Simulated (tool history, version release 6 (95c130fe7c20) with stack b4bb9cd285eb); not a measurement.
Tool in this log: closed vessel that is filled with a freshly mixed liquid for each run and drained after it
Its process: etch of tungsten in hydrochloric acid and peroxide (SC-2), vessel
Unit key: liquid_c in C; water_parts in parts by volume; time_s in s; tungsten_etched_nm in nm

run  hour  liquid_c  water_parts  time_s  tungsten_etched_nm
  1   0.0      46.0          6.5     430              76.183
  2   2.4      46.5          6.5     430              78.855
  3  10.9      47.0          6.5     430              80.965
  4  19.1      47.5          6.5     430              83.988
  5  25.6      48.0          6.5     430              86.611
  6  27.2      48.0          6.5     465              93.347
  7  32.8      48.5          6.5     465              96.219

What will run 8 give?
  8  37.3      49.0          6.5     465                   ?

tungsten_etched_nm: 100.770 nm

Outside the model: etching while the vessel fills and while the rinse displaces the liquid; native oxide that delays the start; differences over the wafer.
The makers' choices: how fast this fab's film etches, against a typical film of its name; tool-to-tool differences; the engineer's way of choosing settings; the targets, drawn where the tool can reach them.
